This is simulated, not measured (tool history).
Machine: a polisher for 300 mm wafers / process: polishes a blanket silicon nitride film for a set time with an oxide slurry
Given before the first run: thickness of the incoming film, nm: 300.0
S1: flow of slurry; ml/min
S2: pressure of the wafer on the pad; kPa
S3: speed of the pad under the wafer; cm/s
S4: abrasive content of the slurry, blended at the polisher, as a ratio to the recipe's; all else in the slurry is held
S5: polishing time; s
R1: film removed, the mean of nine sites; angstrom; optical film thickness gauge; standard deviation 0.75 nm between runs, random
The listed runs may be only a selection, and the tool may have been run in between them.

Run 1, hour 0: S1 125 ml/min, S2 22.8 kPa, S3 114 cm/s, S4 1, S5 58 s. Result: R1 336.69 angstrom.
Run 2, hour 2: S1 130 ml/min, S2 25.5 kPa, S3 116 cm/s, S4 1, S5 58 s. Result: R1 394.33 angstrom.
Run 3, hour 7: S1 135 ml/min, S2 26.9 kPa, S3 116 cm/s, S4 1, S5 58 s. Result: R1 419.25 angstrom.
Run 4, hour 9: S1 105 ml/min, S2 26.9 kPa, S3 116 cm/s, S4 1, S5 58 s. Result: R1 401.55 angstrom.
Run 5, hour 16.9: S1 105 ml/min, S2 26.9 kPa, S3 116 cm/s, S4 1, S5 60 s. Result: R1 414.96 angstrom.
Run 6, hour 20: S1 110 ml/min, S2 28.3 kPa, S3 116 cm/s, S4 1, S5 60 s. Result: R1 438.16 angstrom.
Run 7, hour 21.1: S1 115 ml/min, S2 29.6 kPa, S3 116 cm/s, S4 1, S5 60 s. Result: R1 461.73 angstrom.

The next listed run, before its measurement:
Run 8, hour 30: S1 115 ml/min, S2 30.3 kPa, S3 116 cm/s, S4 1, S5 60 s. Result: R1 ?.

{"run 8": {"R1": 481.97}}

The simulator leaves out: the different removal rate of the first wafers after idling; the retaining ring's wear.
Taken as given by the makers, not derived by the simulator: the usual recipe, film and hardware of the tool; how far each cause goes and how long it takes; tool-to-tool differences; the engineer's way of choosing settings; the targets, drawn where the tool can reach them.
